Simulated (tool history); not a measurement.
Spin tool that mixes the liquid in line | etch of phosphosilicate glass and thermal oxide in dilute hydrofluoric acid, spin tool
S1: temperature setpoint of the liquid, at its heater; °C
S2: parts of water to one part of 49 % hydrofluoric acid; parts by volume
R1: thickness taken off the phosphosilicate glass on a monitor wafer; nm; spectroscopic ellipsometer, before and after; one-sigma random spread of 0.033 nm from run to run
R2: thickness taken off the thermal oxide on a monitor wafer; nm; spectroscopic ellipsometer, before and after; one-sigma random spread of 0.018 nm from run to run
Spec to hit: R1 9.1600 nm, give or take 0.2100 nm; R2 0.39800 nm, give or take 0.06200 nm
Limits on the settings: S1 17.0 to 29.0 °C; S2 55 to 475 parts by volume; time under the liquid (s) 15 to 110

Run 1, hour 0.0: S1 21.0 °C, S2 265 parts by volume, time under the liquid (s) 55. Result: R1 16.6770 nm, R2 0.72195 nm.
Run 2, hour 1.0: S1 22.5 °C, S2 265 parts by volume, time under the liquid (s) 55. Result: R1 17.6120 nm, R2 0.71903 nm.
Run 3, hour 6.7: S1 22.5 °C, S2 265 parts by volume, time under the liquid (s) 75. Result: R1 23.9700 nm, R2 0.98758 nm.
Run 4, hour 8.7: S1 22.5 °C, S2 265 parts by volume, time under the liquid (s) 65. Result: R1 20.9890 nm, R2 0.85981 nm.
Run 5, hour 16.6: S1 21.0 °C, S2 305 parts by volume, time under the liquid (s) 65. Result: R1 16.4380 nm, R2 0.70604 nm.
Run 6, hour 21.9: S1 19.0 °C, S2 305 parts by volume, time under the liquid (s) 65. Result: R1 15.3440 nm, R2 0.68956 nm.
Run 7, hour 29.0: S1 19.0 °C, S2 335 parts by volume, time under the liquid (s) 65. Result: R1 13.6330 nm, R2 0.57400 nm.
Run 8, hour 31.7: S1 18.5 °C, S2 355 parts by volume, time under the liquid (s) 65. Result: R1 12.4420 nm, R2 0.52291 nm.
Run 9, hour 38.8: S1 18.0 °C, S2 370 parts by volume, time under the liquid (s) 65. Result: R1 11.5050 nm, R2 0.50988 nm.
Run 10, hour 41.6: S1 18.0 °C, S2 385 parts by volume, time under the liquid (s) 65. Result: R1 10.9530 nm, R2 0.47914 nm.
Run 11, hour 46.9: S1 18.0 °C, S2 385 parts by volume, time under the liquid (s) 65. Result: R1 11.0080 nm, R2 0.50545 nm.
Run 12, hour 53.5: S1 18.0 °C, S2 395 parts by volume, time under the liquid (s) 65. Result: R1 10.6010 nm, R2 0.45675 nm.
Run 13, hour 62.4: S1 17.5 °C, S2 405 parts by volume, time under the liquid (s) 65. Result: R1 10.0900 nm, R2 0.43499 nm.
Run 14, hour 70.8: S1 17.5 °C, S2 410 parts by volume, time under the liquid (s) 65. Result: R1 9.9052 nm, R2 0.45820 nm.
Run 15, hour 79.3: S1 17.5 °C, S2 415 parts by volume, time under the liquid (s) 65. Result: R1 9.7848 nm, R2 0.42510 nm.

Exactly one of the 4 candidate moves below puts every result within its allowed miss. Which one?
Run A, hour 87.8: S1 18.0 °C, S2 465 parts by volume, time under the liquid (s) 80. Result: R1 ?, R2 ?.
Run B, hour 87.8: S1 20.0 °C, S2 450 parts by volume, time under the liquid (s) 70. Result: R1 ?, R2 ?.
Run C, hour 87.8: S1 17.5 °C, S2 405 parts by volume, time under the liquid (s) 65. Result: R1 ?, R2 ?.
Run D, hour 87.8: S1 18.5 °C, S2 470 parts by volume, time under the liquid (s) 70. Result: R1 ?, R2 ?.

move       R1       R2
   A  10.4910  0.46207
   B  10.2770  0.45264
   C  10.0700  0.44356
   D   9.2043  0.40541
A: the biggest miss grows against the last run
B: the biggest miss grows against the last run
C: the biggest miss grows against the last run
D: all results land within tolerance of their targets
Correct choice: D, which meets every target
